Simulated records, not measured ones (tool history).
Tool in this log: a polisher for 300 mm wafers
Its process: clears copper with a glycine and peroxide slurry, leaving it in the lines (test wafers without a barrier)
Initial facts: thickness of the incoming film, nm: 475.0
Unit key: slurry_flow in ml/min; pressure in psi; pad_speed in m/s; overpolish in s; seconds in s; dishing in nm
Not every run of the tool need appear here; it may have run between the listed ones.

run,day,slurry_flow,pressure,pad_speed,overpolish,seconds,dishing
1,0,195,2.9,1.2,24,58.591,86.569
2,0.204,195,2.9,1.42,24,52.273,91.159
3,0.471,195,2.9,1.54,24,49.702,93.115
4,0.567,195,2.6,1.54,24,54.904,89.966
5,0.825,240,2.6,1.54,24,52.908,89.762
6,0.996,240,1.9,1.54,24,68.721,76.217
7,1.329,240,1.8,1.5,26,72.758,76.103

Run 8 is up next; what results do you expect?
8,1.604,240,1.8,1.5,26,?,?

{"run 8": {"seconds": 73.821, "dishing": 75.358}}

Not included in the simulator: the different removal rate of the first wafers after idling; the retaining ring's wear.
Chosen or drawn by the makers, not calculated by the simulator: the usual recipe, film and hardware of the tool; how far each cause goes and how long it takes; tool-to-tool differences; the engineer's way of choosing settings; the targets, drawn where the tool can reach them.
